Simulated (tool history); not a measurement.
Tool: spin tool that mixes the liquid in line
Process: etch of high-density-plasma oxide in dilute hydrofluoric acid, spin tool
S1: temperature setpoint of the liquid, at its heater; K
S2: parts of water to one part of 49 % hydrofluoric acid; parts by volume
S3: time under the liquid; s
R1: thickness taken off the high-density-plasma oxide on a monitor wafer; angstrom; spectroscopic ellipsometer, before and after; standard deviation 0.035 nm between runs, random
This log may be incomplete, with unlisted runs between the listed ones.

run,hour,S1,S2,S3,R1
1,0.0,298.15,65,120,109.150
2,7.2,295.65,65,120,98.924
3,11.6,295.65,50,120,130.510
4,17.6,295.65,50,130,141.180
5,21.5,297.65,50,130,154.040
6,29.5,295.15,60,130,114.620
7,33.5,293.65,60,130,106.890

Expected results for the next run?
# hour 35.3: thermometer replaced
8,35.3,292.65,60,130,?

{"run 8": {"R1": 109.65}}

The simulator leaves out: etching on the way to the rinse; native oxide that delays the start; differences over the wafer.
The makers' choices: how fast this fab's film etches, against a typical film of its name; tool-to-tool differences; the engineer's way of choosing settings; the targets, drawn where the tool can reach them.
